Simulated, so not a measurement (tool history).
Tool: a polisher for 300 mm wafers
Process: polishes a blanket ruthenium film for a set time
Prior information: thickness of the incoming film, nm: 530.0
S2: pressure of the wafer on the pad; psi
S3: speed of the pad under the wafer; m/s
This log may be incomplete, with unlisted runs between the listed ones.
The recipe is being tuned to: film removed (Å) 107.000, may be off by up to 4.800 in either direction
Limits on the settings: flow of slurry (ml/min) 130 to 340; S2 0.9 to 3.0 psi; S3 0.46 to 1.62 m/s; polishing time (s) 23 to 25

Run 1, hour 0.0: flow of slurry (ml/min) 220, S2 1.9 psi, S3 1.04 m/s, polishing time (s) 25. Result: film removed (Å) 267.680.
Run 2, hour 6.1: flow of slurry (ml/min) 220, S2 1.6 psi, S3 0.92 m/s, polishing time (s) 25. Result: film removed (Å) 211.200.
Run 3, hour 12.0: flow of slurry (ml/min) 220, S2 1.6 psi, S3 1.12 m/s, polishing time (s) 25. Result: film removed (Å) 245.870.
Run 4, hour 20.0: flow of slurry (ml/min) 220, S2 1.6 psi, S3 1.28 m/s, polishing time (s) 25. Result: film removed (Å) 282.920.
Run 5, hour 28.9: flow of slurry (ml/min) 195, S2 1.6 psi, S3 1.28 m/s, polishing time (s) 25. Result: film removed (Å) 287.630.
Run 6, hour 36.2: flow of slurry (ml/min) 195, S2 1.6 psi, S3 1.28 m/s, polishing time (s) 25. Result: film removed (Å) 284.530.
Run 7, hour 38.9: flow of slurry (ml/min) 195, S2 1.4 psi, S3 1.08 m/s, polishing time (s) 24. Result: film removed (Å) 208.370.
Run 8, hour 47.5: flow of slurry (ml/min) 195, S2 1.3 psi, S3 0.96 m/s, polishing time (s) 24. Result: film removed (Å) 186.280.
Run 9, hour 54.1: flow of slurry (ml/min) 195, S2 1.2 psi, S3 0.84 m/s, polishing time (s) 24. Result: film removed (Å) 155.990.
Run 10, hour 58.6: flow of slurry (ml/min) 195, S2 0.9 psi, S3 0.60 m/s, polishing time (s) 23. Result: film removed (Å) 97.516.

Which single option among these 5 for the next run brings every result within its allowed miss of target? Just one does.
Run A, hour 63.1: flow of slurry (ml/min) 195, S2 0.9 psi, S3 0.58 m/s, polishing time (s) 23. Result: film removed (Å) ?.
Run B, hour 63.1: flow of slurry (ml/min) 170, S2 1.0 psi, S3 0.50 m/s, polishing time (s) 25. Result: film removed (Å) ?.
Run C, hour 63.1: flow of slurry (ml/min) 200, S2 0.9 psi, S3 0.58 m/s, polishing time (s) 23. Result: film removed (Å) ?.
Run D, hour 63.1: flow of slurry (ml/min) 265, S2 0.9 psi, S3 0.56 m/s, polishing time (s) 24. Result: film removed (Å) ?.
Run E, hour 63.1: flow of slurry (ml/min) 260, S2 1.0 psi, S3 0.54 m/s, polishing time (s) 25. Result: film removed (Å) ?.

move  film removed (Å)
   A            93.864
   B            95.483
   C            94.042
   D            97.468
   E           104.450
A: the biggest miss grows against the last run
B: the biggest miss grows against the last run
C: the biggest miss grows against the last run
D: just as far off the targets as the last run
E: every result within its allowed miss
E meets every target.
